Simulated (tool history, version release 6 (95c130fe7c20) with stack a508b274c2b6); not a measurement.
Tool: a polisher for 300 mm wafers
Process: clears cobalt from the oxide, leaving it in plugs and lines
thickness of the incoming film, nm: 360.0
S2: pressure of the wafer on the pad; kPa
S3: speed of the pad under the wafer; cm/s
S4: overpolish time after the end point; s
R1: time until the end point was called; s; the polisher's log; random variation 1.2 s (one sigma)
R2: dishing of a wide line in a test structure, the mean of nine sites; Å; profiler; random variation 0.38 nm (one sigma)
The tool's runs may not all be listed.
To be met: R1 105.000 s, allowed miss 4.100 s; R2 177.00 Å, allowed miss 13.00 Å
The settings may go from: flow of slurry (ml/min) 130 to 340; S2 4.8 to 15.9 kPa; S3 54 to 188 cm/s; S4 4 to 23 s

{"run": 1, "hour": 0.0, "flow of slurry (ml/min)": 220, "S2": 10.3, "S3": 120, "S4": 12, "R1": 71.081, "R2": 416.23}
{"run": 2, "hour": 6.4, "flow of slurry (ml/min)": 220, "S2": 10.3, "S3": 146, "S4": 12, "R1": 57.048, "R2": 458.77}
{"run": 3, "hour": 12.0, "flow of slurry (ml/min)": 220, "S2": 10.3, "S3": 176, "S4": 12, "R1": 47.844, "R2": 523.91}
{"run": 4, "hour": 15.9, "flow of slurry (ml/min)": 220, "S2": 10.3, "S3": 154, "S4": 12, "R1": 55.431, "R2": 485.3}
{"run": 5, "hour": 17.3, "flow of slurry (ml/min)": 250, "S2": 10.3, "S3": 154, "S4": 12, "R1": 54.434, "R2": 488.07}
{"run": 6, "hour": 23.8, "flow of slurry (ml/min)": 250, "S2": 10.3, "S3": 154, "S4": 14, "R1": 53.756, "R2": 537.24}
{"run": 7, "hour": 24.8, "flow of slurry (ml/min)": 250, "S2": 9.7, "S3": 152, "S4": 13, "R1": 58.943, "R2": 501.98}
{"run": 8, "hour": 31.5, "flow of slurry (ml/min)": 235, "S2": 9.7, "S3": 142, "S4": 12, "R1": 62.527, "R2": 460.98}
{"run": 9, "hour": 34.3, "flow of slurry (ml/min)": 295, "S2": 6.9, "S3": 124, "S4": 6, "R1": 88.735, "R2": 205.69}
{"run": 10, "hour": 37.4, "flow of slurry (ml/min)": 285, "S2": 6.2, "S3": 124, "S4": 6, "R1": 97.144, "R2": 198.17}
{"run": 11, "hour": 41.1, "flow of slurry (ml/min)": 265, "S2": 5.5, "S3": 124, "S4": 4, "R1": 103.49, "R2": 120.89}
{"run": 12, "hour": 46.9, "flow of slurry (ml/min)": 270, "S2": 5.5, "S3": 124, "S4": 4, "R1": 105.53, "R2": 118.21}
{"run": 13, "hour": 51.8, "flow of slurry (ml/min)": 275, "S2": 5.5, "S3": 124, "S4": 4, "R1": 106.86, "R2": 123.76}
{"run": 14, "hour": 54.2, "flow of slurry (ml/min)": 290, "S2": 5.5, "S3": 124, "S4": 10, "R1": 105.11, "R2": 273.78}
{"run": 15, "hour": 58.9, "flow of slurry (ml/min)": 280, "S2": 5.5, "S3": 124, "S4": 10, "R1": 104.55, "R2": 266.84}
{"run": 16, "hour": 61.8, "flow of slurry (ml/min)": 220, "S2": 5.5, "S3": 124, "S4": 4, "R1": 107.74, "R2": 123.47}
{"run": 17, "hour": 69.1, "flow of slurry (ml/min)": 230, "S2": 6.2, "S3": 122, "S4": 6, "R1": 98.836, "R2": 188.76}

5 next moves are on the table. One of them brings every result within its allowed miss. Which?
{"run": "A", "hour": 76.4, "flow of slurry (ml/min)": 340, "S2": 6.9, "S3": 104, "S4": 6, "R1": "?", "R2": "?"}
{"run": "B", "hour": 76.4, "flow of slurry (ml/min)": 230, "S2": 6.2, "S3": 118, "S4": 5, "R1": "?", "R2": "?"}
{"run": "C", "hour": 76.4, "flow of slurry (ml/min)": 210, "S2": 6.9, "S3": 124, "S4": 6, "R1": "?", "R2": "?"}
{"run": "D", "hour": 76.4, "flow of slurry (ml/min)": 250, "S2": 6.2, "S3": 134, "S4": 6, "R1": "?", "R2": "?"}
{"run": "E", "hour": 76.4, "flow of slurry (ml/min)": 235, "S2": 6.2, "S3": 130, "S4": 6, "R1": "?", "R2": "?"}

move=A R1=104.190 R2=178.69
move=B R1=102.140 R2=154.69
move=C R1=91.210 R2=200.52
move=D R1=89.665 R2=203.49
move=E R1=92.809 R2=197.55
A: meets every target
B: brings the result that was furthest off to its target, and leaves another outside
C: further off than the last run
D: further off than the last run
E: further off than the last run
Answer: A

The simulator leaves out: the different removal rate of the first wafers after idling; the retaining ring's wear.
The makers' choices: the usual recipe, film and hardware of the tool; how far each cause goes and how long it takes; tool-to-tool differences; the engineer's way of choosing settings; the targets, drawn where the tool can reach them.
